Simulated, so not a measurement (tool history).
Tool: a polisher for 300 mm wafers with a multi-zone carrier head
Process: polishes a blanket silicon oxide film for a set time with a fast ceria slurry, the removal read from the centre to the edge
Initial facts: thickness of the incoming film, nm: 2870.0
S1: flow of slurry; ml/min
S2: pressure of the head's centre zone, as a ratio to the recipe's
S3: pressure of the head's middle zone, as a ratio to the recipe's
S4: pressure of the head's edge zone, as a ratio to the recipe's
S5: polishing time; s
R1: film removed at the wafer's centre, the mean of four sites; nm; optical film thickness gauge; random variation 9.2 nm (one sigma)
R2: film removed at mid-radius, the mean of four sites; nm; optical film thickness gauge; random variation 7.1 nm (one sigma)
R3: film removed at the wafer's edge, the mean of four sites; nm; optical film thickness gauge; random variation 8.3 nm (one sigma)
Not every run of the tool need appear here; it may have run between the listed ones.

run,day,S1,S2,S3,S4,S5,R1,R2,R3
1,0,190,1,1,1,78,1061.2,1032.4,1092.9
2,0.075,190,0.96,1,1,78,1034,1047.2,1098
3,0.333,175,0.98,0.97,0.97,77,1007.5,989.63,1060.1
4,0.5,175,0.98,0.97,0.97,61,799.38,789.84,841.07
5,0.696,175,0.98,0.97,1.02,61,806.26,785.95,867.75
6,0.762,175,0.94,0.97,1.02,61,766.2,790.59,851.53
7,0.812,175,0.94,0.97,1.02,61,776.05,785.01,860.6
8,1.075,200,0.99,0.99,1.05,62,836.74,832.91,900.31
9,1.258,220,1.04,0.99,1.07,63,899.56,862.67,938.48
10,1.388,235,1.07,0.99,1.08,63,922.45,881.41,938.67

Run 11 comes next. What will it give?
11,1.762,245,1.1,0.98,1.1,64,?,?,?

Run 11 produced R1 981.23 nm, R2 874.49 nm, R3 960.22 nm.
